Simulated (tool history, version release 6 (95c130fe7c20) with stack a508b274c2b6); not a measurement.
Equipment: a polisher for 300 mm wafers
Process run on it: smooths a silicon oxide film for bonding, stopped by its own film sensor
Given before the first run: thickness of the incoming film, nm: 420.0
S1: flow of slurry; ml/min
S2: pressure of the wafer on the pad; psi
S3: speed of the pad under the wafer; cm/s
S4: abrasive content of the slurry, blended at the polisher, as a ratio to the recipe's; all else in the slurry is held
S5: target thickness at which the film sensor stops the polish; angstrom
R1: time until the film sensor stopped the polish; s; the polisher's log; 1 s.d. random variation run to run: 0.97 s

run    day   S1   S2  S3    S4    S5      R1
  1      0  260  2.6  96     1  3580  76.668
  2  0.246  260  2.6  96  0.85  3580  81.551
  3  0.312  260  2.8  96  0.85  3580  76.938
  4  0.358  260  2.8  78  0.85  3580   89.21
  5  0.517  260  3.1  80  0.85  3580    78.5
  6  0.746  260  3.1  80  0.85  3640  70.318
  7  0.967  260  3.2  80  0.85  3640  68.594
  8    1.3  260  3.3  80  0.85  3640  65.549

Forecast run 9:
  9  1.529  260  3.4  80  0.85  3640   ?

{"run 9": {"R1": 63.829}}

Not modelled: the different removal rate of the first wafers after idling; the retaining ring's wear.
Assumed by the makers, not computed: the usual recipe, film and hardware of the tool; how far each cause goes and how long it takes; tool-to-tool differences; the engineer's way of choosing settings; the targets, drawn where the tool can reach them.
